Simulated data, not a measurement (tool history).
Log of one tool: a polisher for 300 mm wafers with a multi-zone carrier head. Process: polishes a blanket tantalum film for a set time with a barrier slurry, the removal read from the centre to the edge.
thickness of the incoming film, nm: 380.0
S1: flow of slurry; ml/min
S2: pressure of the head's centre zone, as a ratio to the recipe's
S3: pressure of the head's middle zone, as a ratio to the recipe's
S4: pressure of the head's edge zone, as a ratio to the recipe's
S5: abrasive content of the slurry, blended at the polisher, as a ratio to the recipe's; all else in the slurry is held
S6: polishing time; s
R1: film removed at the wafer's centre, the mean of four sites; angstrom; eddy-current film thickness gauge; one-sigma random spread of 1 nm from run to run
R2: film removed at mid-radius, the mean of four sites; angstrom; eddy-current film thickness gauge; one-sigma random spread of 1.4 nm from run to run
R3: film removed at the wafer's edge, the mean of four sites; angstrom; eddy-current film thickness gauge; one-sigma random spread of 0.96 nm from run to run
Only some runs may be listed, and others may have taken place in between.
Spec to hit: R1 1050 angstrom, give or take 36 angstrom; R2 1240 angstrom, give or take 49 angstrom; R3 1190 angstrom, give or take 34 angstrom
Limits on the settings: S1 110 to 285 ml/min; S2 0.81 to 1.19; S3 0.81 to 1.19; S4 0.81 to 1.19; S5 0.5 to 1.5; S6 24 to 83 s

run 1 hour=0 | S1=180 S2=1 S3=1 S4=1 S5=1 S6=53 | R1=1459.3 R2=1474.3 R3=1443.2
run 2 hour=4.5 | S1=175 S2=0.97 S3=0.99 S4=0.98 S5=0.95 S6=53 | R1=1433.5 R2=1444 R3=1403.4
run 3 hour=8.9 | S1=175 S2=0.97 S3=0.99 S4=1.01 S5=0.95 S6=53 | R1=1398.6 R2=1449.4 R3=1445.2
run 4 hour=14.5 | S1=170 S2=0.94 S3=0.99 S4=1 S5=0.85 S6=53 | R1=1296.3 R2=1418.7 R3=1352
run 5 hour=22.6 | S1=170 S2=1 S3=0.99 S4=1 S5=0.85 S6=53 | R1=1381.9 R2=1383.7 R3=1338.1
run 6 hour=29.2 | S1=170 S2=1 S3=0.99 S4=1 S5=0.85 S6=59 | R1=1547.3 R2=1524.3 R3=1524.1
run 7 hour=35.2 | S1=165 S2=0.97 S3=0.98 S4=1 S5=0.8 S6=58 | R1=1420.2 R2=1461.7 R3=1436.2
run 8 hour=43.6 | S1=160 S2=0.94 S3=0.97 S4=0.99 S5=0.75 S6=58 | R1=1351.4 R2=1415.7 R3=1389.4
run 9 hour=52.4 | S1=155 S2=0.92 S3=0.96 S4=0.99 S5=0.7 S6=58 | R1=1224.1 R2=1358.4 R3=1358.9
run 10 hour=55.5 | S1=150 S2=0.91 S3=0.96 S4=0.97 S5=0.7 S6=58 | R1=1207.5 R2=1338.3 R3=1336.3
run 11 hour=57.3 | S1=145 S2=0.9 S3=0.96 S4=0.95 S5=0.7 S6=58 | R1=1209.2 R2=1316.5 R3=1324.4
run 12 hour=61.8 | S1=145 S2=0.89 S3=0.97 S4=0.93 S5=0.65 S6=58 | R1=1157.9 R2=1280.5 R3=1249.2
run 13 hour=65.1 | S1=120 S2=0.82 S3=0.97 S4=0.91 S5=0.65 S6=58 | R1=1016.2 R2=1235.7 R3=1191.2

Which of these 5 next moves meets every target?
run A hour=68.4 | S1=120 S2=0.82 S3=0.98 S4=0.93 S5=0.7 S6=55 | R1=? R2=? R3=?
run B hour=68.4 | S1=125 S2=0.84 S3=1.02 S4=0.94 S5=0.65 S6=55 | R1=? R2=? R3=?
run C hour=68.4 | S1=110 S2=0.81 S3=1.03 S4=0.97 S5=0.7 S6=55 | R1=? R2=? R3=?
run D hour=68.4 | S1=155 S2=0.81 S3=0.91 S4=0.83 S5=0.65 S6=58 | R1=? R2=? R3=?
run E hour=68.4 | S1=110 S2=0.81 S3=0.96 S4=0.9 S5=0.55 S6=65 | R1=? R2=? R3=?

move=A R1=995.98 R2=1219.9 R3=1175.5
move=B R1=999.35 R2=1233.2 R3=1150
move=C R1=954.69 R2=1239.3 R3=1176.7
move=D R1=1076.3 R2=1244.5 R3=1190.4
move=E R1=999.37 R2=1223.2 R3=1191.2
A: moves away from the targets compared with the last run
B: moves away from the targets compared with the last run
C: moves away from the targets compared with the last run
D: hits every target within its allowed miss
E: moves away from the targets compared with the last run
Answer: D
